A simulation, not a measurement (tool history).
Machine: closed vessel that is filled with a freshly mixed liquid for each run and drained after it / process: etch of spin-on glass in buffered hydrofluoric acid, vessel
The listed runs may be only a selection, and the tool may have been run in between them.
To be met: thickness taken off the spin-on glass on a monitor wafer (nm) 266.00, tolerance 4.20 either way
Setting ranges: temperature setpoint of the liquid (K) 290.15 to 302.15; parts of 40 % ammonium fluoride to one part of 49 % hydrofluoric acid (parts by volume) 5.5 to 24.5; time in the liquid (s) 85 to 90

run	day	temperature setpoint of the liquid (K)	parts of 40 % ammonium fluoride to one part of 49 % hydrofluoric acid (parts by volume)	time in the liquid (s)	thickness taken off the spin-on glass on a monitor wafer (nm)
1	0.000	294.15	15.0	85	149.83
2	0.367	294.15	12.5	85	179.58
3	0.662	294.15	16.0	85	140.81
4	0.862	294.15	16.0	90	149.29
5	1.067	294.15	14.5	90	163.96
6	1.296	294.15	10.5	90	225.40
7	1.483	294.65	10.5	90	232.37
8	1.788	297.65	10.5	90	273.65

Pick the move, out of 4, that brings all results within their allowed miss; only one does.
A	2.092	301.65	13.5	90	?
B	2.092	299.65	10.5	85	?
C	2.092	297.15	10.0	90	?
D	2.092	298.15	10.0	85	?

move	thickness taken off the spin-on glass on a monitor wafer (nm)
A	266.74
B	289.38
C	280.66
D	279.87
A: every result lands within tolerance
B: its largest miss is bigger than the last run's
C: its largest miss is bigger than the last run's
D: its largest miss is bigger than the last run's
A meets every target.
